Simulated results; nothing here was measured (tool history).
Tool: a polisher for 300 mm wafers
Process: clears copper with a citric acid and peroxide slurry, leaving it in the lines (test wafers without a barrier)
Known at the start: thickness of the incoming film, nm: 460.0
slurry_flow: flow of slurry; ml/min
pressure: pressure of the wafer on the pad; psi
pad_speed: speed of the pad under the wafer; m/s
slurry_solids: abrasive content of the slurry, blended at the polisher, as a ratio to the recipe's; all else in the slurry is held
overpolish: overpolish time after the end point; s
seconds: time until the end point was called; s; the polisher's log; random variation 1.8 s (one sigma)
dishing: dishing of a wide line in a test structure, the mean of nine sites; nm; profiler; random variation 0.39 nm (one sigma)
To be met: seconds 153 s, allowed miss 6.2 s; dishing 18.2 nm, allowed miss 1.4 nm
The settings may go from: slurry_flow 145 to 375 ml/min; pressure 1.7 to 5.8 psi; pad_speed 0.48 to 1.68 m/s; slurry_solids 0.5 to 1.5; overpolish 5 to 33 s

{"run": 1, "hour": 0.0, "slurry_flow": 240, "pressure": 3.7, "pad_speed": 1.08, "slurry_solids": 1, "overpolish": 17, "seconds": 127.43, "dishing": 33.552}
{"run": 2, "hour": 5.3, "slurry_flow": 240, "pressure": 3.5, "pad_speed": 1.08, "slurry_solids": 1, "overpolish": 13, "seconds": 132.43, "dishing": 27.111}
{"run": 3, "hour": 12.4, "slurry_flow": 240, "pressure": 3.3, "pad_speed": 1.08, "slurry_solids": 1, "overpolish": 11, "seconds": 140.02, "dishing": 23.622}
{"run": 4, "hour": 16.4, "slurry_flow": 240, "pressure": 3.8, "pad_speed": 1.08, "slurry_solids": 1, "overpolish": 11, "seconds": 127.14, "dishing": 24.306}
{"run": 5, "hour": 24.4, "slurry_flow": 295, "pressure": 3.8, "pad_speed": 1.08, "slurry_solids": 1, "overpolish": 11, "seconds": 127.03, "dishing": 25.397}
{"run": 6, "hour": 25.1, "slurry_flow": 295, "pressure": 3.8, "pad_speed": 1.26, "slurry_solids": 1, "overpolish": 11, "seconds": 112.63, "dishing": 27.477}
{"run": 7, "hour": 26.6, "slurry_flow": 295, "pressure": 3.4, "pad_speed": 1.24, "slurry_solids": 1, "overpolish": 10, "seconds": 117.58, "dishing": 24.373}
{"run": 8, "hour": 30.2, "slurry_flow": 295, "pressure": 2.9, "pad_speed": 1.22, "slurry_solids": 1, "overpolish": 10, "seconds": 132.21, "dishing": 22.29}
{"run": 9, "hour": 38.5, "slurry_flow": 290, "pressure": 2.1, "pad_speed": 1.2, "slurry_solids": 1, "overpolish": 7, "seconds": 158.92, "dishing": 14.221}
{"run": 10, "hour": 45.2, "slurry_flow": 290, "pressure": 2.5, "pad_speed": 1.18, "slurry_solids": 1, "overpolish": 11, "seconds": 146.85, "dishing": 22.581}
{"run": 11, "hour": 51.1, "slurry_flow": 285, "pressure": 2.4, "pad_speed": 1.18, "slurry_solids": 1, "overpolish": 10, "seconds": 148.59, "dishing": 19.566}
{"run": 12, "hour": 58.0, "slurry_flow": 285, "pressure": 2.4, "pad_speed": 1.18, "slurry_solids": 1, "overpolish": 10, "seconds": 149.43, "dishing": 19.753}

Which of these 4 next moves meets every target?
{"run": "A", "hour": 64.9, "slurry_flow": 245, "pressure": 2.3, "pad_speed": 1.28, "slurry_solids": 0.9, "overpolish": 11, "seconds": "?", "dishing": "?"}
{"run": "B", "hour": 64.9, "slurry_flow": 275, "pressure": 1.9, "pad_speed": 1.28, "slurry_solids": 1.1, "overpolish": 13, "seconds": "?", "dishing": "?"}
{"run": "C", "hour": 64.9, "slurry_flow": 220, "pressure": 2.3, "pad_speed": 1.18, "slurry_solids": 1.15, "overpolish": 9, "seconds": "?", "dishing": "?"}
{"run": "D", "hour": 64.9, "slurry_flow": 305, "pressure": 2.4, "pad_speed": 1.12, "slurry_solids": 0.95, "overpolish": 11, "seconds": "?", "dishing": "?"}

move=A seconds=146.62 dishing=22.107
move=B seconds=153.21 dishing=24.285
move=C seconds=153.32 dishing=18.083
move=D seconds=159.2 dishing=20.707
A: further off than the last run
B: further off than the last run
C: meets every target
D: further off than the last run
Move C is the one to make.

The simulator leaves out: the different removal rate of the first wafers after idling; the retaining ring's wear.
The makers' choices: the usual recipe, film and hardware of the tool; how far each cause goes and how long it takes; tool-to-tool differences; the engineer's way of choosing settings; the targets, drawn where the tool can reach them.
